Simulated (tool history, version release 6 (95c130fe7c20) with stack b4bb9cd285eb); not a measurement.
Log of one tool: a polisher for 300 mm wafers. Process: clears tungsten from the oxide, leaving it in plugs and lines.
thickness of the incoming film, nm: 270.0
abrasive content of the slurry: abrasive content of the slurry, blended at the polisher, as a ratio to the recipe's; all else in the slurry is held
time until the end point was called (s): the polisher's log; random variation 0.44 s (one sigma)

run,hour,flow of slurry (ml/min),pressure of the wafer on the pad (psi),speed of the pad under the wafer (cm/s),abrasive content of the slurry,overpolish time after the end point (s),time until the end point was called (s)
1,0,170,3.1,98,1,14,69.75
2,5.2,170,2.4,98,1,14,88.16
3,10.4,170,2.9,98,1,14,73.997
4,11.5,170,3.2,98,1,14,67.81
5,16.1,175,3.7,98,1,14,59
6,18.3,175,4.1,98,1,14,54.645
7,26.8,180,4.4,100,1,14,47.997

Forecast run 8:
8,27.5,200,4.9,100,1,14,?

{"run 8": {"time until the end point was called (s)": 43.413}}
